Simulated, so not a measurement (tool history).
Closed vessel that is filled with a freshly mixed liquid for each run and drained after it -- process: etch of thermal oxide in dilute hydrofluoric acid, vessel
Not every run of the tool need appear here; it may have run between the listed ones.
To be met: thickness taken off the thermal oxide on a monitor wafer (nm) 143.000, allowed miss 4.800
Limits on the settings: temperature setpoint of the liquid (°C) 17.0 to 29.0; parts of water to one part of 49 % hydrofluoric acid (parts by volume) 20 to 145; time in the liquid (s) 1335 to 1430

| run | hour | temperature setpoint of the liquid (°C) | parts of water to one part of 49 % hydrofluoric acid (parts by volume) | time in the liquid (s) | thickness taken off the thermal oxide on a monitor wafer (nm) |
|---|---|---|---|---|---|
| 1 | 0.0 | 21.0 | 80 | 1335 | 64.210 |
| 2 | 7.4 | 23.0 | 80 | 1335 | 69.456 |
| 3 | 14.8 | 23.0 | 95 | 1335 | 57.678 |
| 4 | 17.6 | 24.5 | 80 | 1340 | 74.419 |
| 5 | 21.8 | 25.5 | 70 | 1340 | 90.692 |
| 6 | 26.0 | 25.5 | 70 | 1335 | 89.141 |
| 7 | 29.4 | 26.5 | 65 | 1335 | 100.920 |
| 8 | 36.9 | 27.0 | 60 | 1335 | 113.400 |
| 9 | 42.0 | 27.5 | 60 | 1335 | 114.660 |
| 10 | 45.0 | 27.5 | 60 | 1335 | 114.450 |
| 11 | 52.3 | 28.0 | 55 | 1335 | 129.400 |
| 12 | 54.4 | 28.0 | 55 | 1335 | 130.580 |
| 13 | 60.6 | 28.5 | 55 | 1335 | 132.110 |
| 14 | 68.6 | 29.0 | 55 | 1335 | 134.580 |
| 15 | 74.4 | 29.0 | 50 | 1335 | 148.910 |

Consider the 5 candidate settings below. Which is the only one whose results all fall within their allowed miss of target?
| A | 80.2 | 29.0 | 60 | 1420 | ? |
| B | 80.2 | 29.0 | 50 | 1385 | ? |
| C | 80.2 | 29.0 | 55 | 1430 | ? |
| D | 80.2 | 28.5 | 50 | 1395 | ? |
| E | 80.2 | 25.5 | 45 | 1430 | ? |

| move | thickness taken off the thermal oxide on a monitor wafer (nm) |
|---|---|
| A | 126.980 |
| B | 150.850 |
| C | 140.540 |
| D | 148.960 |
| E | 151.430 |
A: the result that was furthest off in the last run now lies on the other side of its target
B: its largest miss is bigger than the last run's
C: hits every target within its allowed miss
D: about the same distance from the targets as the last run
E: its largest miss is bigger than the last run's
C meets every target.
